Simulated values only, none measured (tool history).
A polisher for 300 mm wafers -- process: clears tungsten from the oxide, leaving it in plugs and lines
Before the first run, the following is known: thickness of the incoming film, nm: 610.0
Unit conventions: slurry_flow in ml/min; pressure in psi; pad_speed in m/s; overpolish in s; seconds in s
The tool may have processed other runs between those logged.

Run 1, day 0.000: slurry_flow 295 ml/min, pressure 4.8 psi, pad_speed 0.84 m/s, slurry_solids 1.00, overpolish 36 s. Result: seconds 131.12 s.
Run 2, day 0.058: slurry_flow 295 ml/min, pressure 4.8 psi, pad_speed 0.84 m/s, slurry_solids 0.90, overpolish 36 s. Result: seconds 138.58 s.
Run 3, day 0.229: slurry_flow 295 ml/min, pressure 4.8 psi, pad_speed 0.84 m/s, slurry_solids 1.05, overpolish 36 s. Result: seconds 127.06 s.
Run 4, day 0.421: slurry_flow 295 ml/min, pressure 5.2 psi, pad_speed 0.84 m/s, slurry_solids 1.05, overpolish 36 s. Result: seconds 119.57 s.
Run 5, day 0.725: slurry_flow 295 ml/min, pressure 5.2 psi, pad_speed 0.92 m/s, slurry_solids 1.05, overpolish 36 s. Result: seconds 108.35 s.
Run 6, day 0.833: slurry_flow 250 ml/min, pressure 5.2 psi, pad_speed 0.92 m/s, slurry_solids 1.05, overpolish 36 s. Result: seconds 112.84 s.
Run 7, day 0.879: slurry_flow 245 ml/min, pressure 4.7 psi, pad_speed 0.90 m/s, slurry_solids 1.05, overpolish 36 s. Result: seconds 127.92 s.
Run 8, day 0.979: slurry_flow 240 ml/min, pressure 4.3 psi, pad_speed 0.88 m/s, slurry_solids 1.05, overpolish 36 s. Result: seconds 145.03 s.
Run 9, day 1.225: slurry_flow 240 ml/min, pressure 4.3 psi, pad_speed 0.88 m/s, slurry_solids 1.05, overpolish 36 s. Result: seconds 143.70 s.
Run 10, day 1.450: slurry_flow 235 ml/min, pressure 3.9 psi, pad_speed 0.88 m/s, slurry_solids 1.05, overpolish 36 s. Result: seconds 156.69 s.

Run 11 comes next. What will it give?
Run 11, day 1.492: slurry_flow 230 ml/min, pressure 3.6 psi, pad_speed 0.88 m/s, slurry_solids 1.05, overpolish 36 s. Result: seconds ?.

seconds: 171.76 s

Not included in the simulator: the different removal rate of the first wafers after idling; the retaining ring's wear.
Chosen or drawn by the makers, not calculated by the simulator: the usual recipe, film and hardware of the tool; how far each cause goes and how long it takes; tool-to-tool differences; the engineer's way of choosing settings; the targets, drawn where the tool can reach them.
